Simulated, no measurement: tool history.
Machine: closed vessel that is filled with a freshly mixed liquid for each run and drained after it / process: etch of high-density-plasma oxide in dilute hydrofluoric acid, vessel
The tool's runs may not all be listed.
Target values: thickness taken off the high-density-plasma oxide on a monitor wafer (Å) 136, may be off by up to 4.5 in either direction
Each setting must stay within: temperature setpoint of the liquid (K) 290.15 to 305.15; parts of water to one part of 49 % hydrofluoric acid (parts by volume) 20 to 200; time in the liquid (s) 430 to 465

| run | hour | temperature setpoint of the liquid (K) | parts of water to one part of 49 % hydrofluoric acid (parts by volume) | time in the liquid (s) | thickness taken off the high-density-plasma oxide on a monitor wafer (Å) |
|---|---|---|---|---|---|
| 1 | 0 | 297.15 | 110 | 430 | 234.04 |
| 2 | 3.9 | 297.15 | 110 | 465 | 251.67 |
| 3 | 7 | 298.15 | 110 | 465 | 261.54 |
| 4 | 13.5 | 297.15 | 120 | 465 | 226.23 |
| 5 | 21.8 | 297.15 | 120 | 430 | 211.96 |
| 6 | 28.1 | 299.65 | 120 | 430 | 232.56 |
| 7 | 32.9 | 295.65 | 145 | 430 | 161.22 |
| 8 | 39.7 | 295.15 | 145 | 430 | 155.74 |
| 9 | 44.7 | 294.65 | 145 | 430 | 153.75 |
| 10 | 48.8 | 294.15 | 145 | 430 | 151.89 |
| 11 | 51.8 | 293.65 | 145 | 430 | 148.73 |
| 12 | 56.1 | 293.15 | 145 | 430 | 148.49 |
| 13 | 65 | 292.65 | 145 | 430 | 143.87 |

Exercise: of the 5 proposed moves below, exactly one satisfies all targets within the stated allowed misses. Which move is it?
| A | 73.9 | 293.65 | 150 | 440 | ? |
| B | 73.9 | 293.65 | 150 | 445 | ? |
| C | 73.9 | 294.65 | 150 | 430 | ? |
| D | 73.9 | 294.65 | 140 | 430 | ? |
| E | 73.9 | 290.15 | 145 | 460 | ? |

| move | thickness taken off the high-density-plasma oxide on a monitor wafer (Å) |
|---|---|
| A | 143.09 |
| B | 144.71 |
| C | 145.45 |
| D | 157.55 |
| E | 135.05 |
A: gains on the last run, yet a result remains outside its allowed miss
B: moves away from the targets compared with the last run
C: moves away from the targets compared with the last run
D: moves away from the targets compared with the last run
E: hits every target within its allowed miss
Answer: E

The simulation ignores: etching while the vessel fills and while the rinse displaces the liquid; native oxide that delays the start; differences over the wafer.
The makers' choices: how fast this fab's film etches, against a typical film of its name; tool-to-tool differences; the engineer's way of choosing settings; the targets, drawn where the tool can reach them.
